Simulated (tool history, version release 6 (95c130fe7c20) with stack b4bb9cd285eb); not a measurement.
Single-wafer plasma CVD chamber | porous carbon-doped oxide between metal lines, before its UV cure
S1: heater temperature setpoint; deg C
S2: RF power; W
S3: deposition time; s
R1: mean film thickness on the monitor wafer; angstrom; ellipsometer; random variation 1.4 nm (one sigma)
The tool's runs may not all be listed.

run  hour   S1   S2    S3      R1
  1   0.0  310  460  58.4  2511.7
  2   4.7  306  480  58.7  2686.0
  3   8.9  306  435  58.7  2460.9
  4  14.9  301  435  58.7  2535.7
  5  19.7  309  435  58.7  2429.1
  6  24.4  309  485  58.7  2671.5
  7  32.0  305  495  58.8  2764.1

Run 8 comes next. What will it give?
  8  36.5  302  505  58.9   ?

{"run 8": {"R1": 2883.5}}

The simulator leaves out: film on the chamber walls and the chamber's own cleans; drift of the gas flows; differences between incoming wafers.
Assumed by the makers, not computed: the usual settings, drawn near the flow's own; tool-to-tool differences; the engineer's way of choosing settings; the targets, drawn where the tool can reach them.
